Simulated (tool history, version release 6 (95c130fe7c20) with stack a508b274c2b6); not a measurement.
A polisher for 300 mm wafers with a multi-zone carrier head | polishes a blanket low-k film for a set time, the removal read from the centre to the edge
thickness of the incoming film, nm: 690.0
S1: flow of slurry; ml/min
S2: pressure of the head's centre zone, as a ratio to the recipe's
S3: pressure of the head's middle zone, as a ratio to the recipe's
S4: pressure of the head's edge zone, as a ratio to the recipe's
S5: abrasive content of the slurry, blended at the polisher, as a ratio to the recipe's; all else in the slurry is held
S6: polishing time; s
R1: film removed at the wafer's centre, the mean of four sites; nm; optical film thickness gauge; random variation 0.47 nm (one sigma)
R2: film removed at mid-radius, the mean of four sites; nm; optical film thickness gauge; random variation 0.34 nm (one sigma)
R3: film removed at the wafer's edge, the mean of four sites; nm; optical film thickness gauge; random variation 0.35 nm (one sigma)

run 1 day=0.000 | S1=190 S2=1.00 S3=1.00 S4=1.00 S5=1.00 S6=83 | R1=44.773 R2=46.213 R3=45.488
run 2 day=0.033 | S1=185 S2=1.01 S3=0.98 S4=0.97 S5=0.95 S6=83 | R1=44.479 R2=44.502 R3=43.606
run 3 day=0.142 | S1=180 S2=1.01 S3=0.96 S4=0.95 S5=0.90 S6=83 | R1=42.803 R2=42.479 R3=41.729
run 4 day=0.375 | S1=215 S2=1.01 S3=0.96 S4=0.95 S5=0.90 S6=83 | R1=44.408 R2=44.136 R3=42.761
run 5 day=0.683 | S1=205 S2=1.01 S3=0.94 S4=0.93 S5=0.85 S6=83 | R1=43.233 R2=41.938 R3=41.114
run 6 day=0.788 | S1=205 S2=1.06 S3=0.94 S4=0.93 S5=0.85 S6=83 | R1=44.970 R2=41.304 R3=40.176
run 7 day=0.833 | S1=195 S2=1.05 S3=0.93 S4=0.92 S5=0.85 S6=83 | R1=44.437 R2=40.496 R3=40.221
run 8 day=0.858 | S1=185 S2=1.04 S3=0.93 S4=0.90 S5=0.85 S6=83 | R1=43.880 R2=40.674 R3=39.740
run 9 day=0.900 | S1=180 S2=1.04 S3=0.92 S4=0.89 S5=0.80 S6=83 | R1=42.224 R2=38.909 R3=39.308
run 10 day=1.046 | S1=170 S2=1.07 S3=0.95 S4=0.81 S5=0.65 S6=81 | R1=38.542 R2=35.675 R3=32.971

The next listed run, before its measurement:
run 11 day=1.283 | S1=175 S2=1.07 S3=0.95 S4=0.83 S5=0.65 S6=81 | R1=? R2=? R3=?

Run 11 gave R1 38.783 nm, R2 35.722 nm, R3 34.042 nm.
